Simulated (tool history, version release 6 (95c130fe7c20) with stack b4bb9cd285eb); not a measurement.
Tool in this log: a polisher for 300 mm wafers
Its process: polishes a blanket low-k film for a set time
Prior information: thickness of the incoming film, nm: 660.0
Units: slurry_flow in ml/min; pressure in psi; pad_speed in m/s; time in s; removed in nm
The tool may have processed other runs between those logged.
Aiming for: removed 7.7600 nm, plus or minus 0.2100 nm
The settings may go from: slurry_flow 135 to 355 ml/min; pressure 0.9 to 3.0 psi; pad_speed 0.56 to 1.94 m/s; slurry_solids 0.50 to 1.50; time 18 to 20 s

run  hour  slurry_flow  pressure  pad_speed  slurry_solids  time  removed
  1   0.0          225       1.9       1.24           1.00    20   8.7973
  2   2.6          220       1.9       1.24           1.00    20   8.9622
  3   4.1          220       1.8       1.24           1.00    20   8.3635
  4   8.5          220       2.2       1.24           1.00    20  10.2440
  5  17.3          220       2.2       1.24           1.00    18   9.2299
  6  19.4          220       2.2       1.54           1.00    18  10.8660
  7  26.0          220       2.1       1.54           1.00    18  10.3890
  8  33.5          220       2.0       1.54           1.00    18  10.0260
  9  34.5          205       1.4       1.52           1.00    18   6.8426
 10  39.4          220       1.4       1.52           1.00    18   7.0094
 11  40.6          230       1.4       1.52           1.00    18   7.1117
 12  46.3          240       1.4       1.52           1.00    18   6.9893
 13  47.2          240       1.4       1.52           1.00    18   7.1161
 14  55.3          250       1.4       1.52           1.00    18   7.0632

Pick the move, out of 5, that brings all results within their allowed miss; only one does.
  A  63.4          240       1.3       1.52           0.95    20        ?
  B  63.4          260       1.6       1.36           1.05    20        ?
  C  63.4          250       1.1       1.88           1.15    20        ?
  D  63.4          220       1.4       1.60           1.15    20        ?
  E  63.4          265       1.2       1.38           1.15    20        ?

move  removed
   A   7.1423
   B   8.2736
   C   7.6438
   D   8.3251
   E   6.5261
A: gains on the last run, yet a result remains outside its allowed miss
B: the result that was furthest off in the last run now lies on the other side of its target
C: every result within its allowed miss
D: the result that was furthest off in the last run now lies on the other side of its target
E: misses by more than the last run did
Go with C: it meets all targets.

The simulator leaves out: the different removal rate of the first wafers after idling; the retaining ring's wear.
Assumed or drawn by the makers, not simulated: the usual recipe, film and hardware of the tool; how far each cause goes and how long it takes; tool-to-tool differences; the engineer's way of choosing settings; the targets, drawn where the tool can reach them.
